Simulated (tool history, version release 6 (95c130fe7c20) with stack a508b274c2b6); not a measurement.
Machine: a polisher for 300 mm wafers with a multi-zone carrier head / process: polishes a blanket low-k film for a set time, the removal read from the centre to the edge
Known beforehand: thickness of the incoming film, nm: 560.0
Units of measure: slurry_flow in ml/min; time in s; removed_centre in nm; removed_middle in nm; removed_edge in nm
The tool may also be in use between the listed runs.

run	hour	slurry_flow	centre_zone	middle_zone	edge_zone	slurry_solids	time	removed_centre	removed_middle	removed_edge
1	0	185	1	1	1	1	85	53.245	53.114	52.231
2	1.6	185	1	1	0.95	1	85	51.04	54.313	52.468
3	10.4	185	1	1	0.95	1	99	60.852	63.744	60.337
4	11.5	140	1	1	0.95	1	99	56.991	58.868	58.171
# hour 17.5: worn pad replaced by a new one
5	17.5	140	1	1	0.95	1.15	99	67.883	69.632	67.559
6	18.2	140	1	0.99	0.95	1.1	99	66.182	68.832	67.088
7	19.5	135	1	0.99	0.96	1.05	99	64.7	66.085	64.823
8	27.8	135	1	0.97	0.95	1	98	64.069	63.858	63.267
9	36.6	130	1	0.99	0.98	0.95	98	60.808	61.93	61.192
10	39.7	130	0.99	0.97	0.97	0.9	96	57.42	57.145	58.78
11	47.1	130	0.99	0.96	0.96	0.85	95	54.341	55.519	56.538

Run 12, settings as shown, results not yet in. Your forecast:
12	50.1	130	0.99	0.95	0.96	0.8	93	?	?	?

removed_centre: 53.021 nm
removed_middle: 51.745 nm
removed_edge: 53.667 nm

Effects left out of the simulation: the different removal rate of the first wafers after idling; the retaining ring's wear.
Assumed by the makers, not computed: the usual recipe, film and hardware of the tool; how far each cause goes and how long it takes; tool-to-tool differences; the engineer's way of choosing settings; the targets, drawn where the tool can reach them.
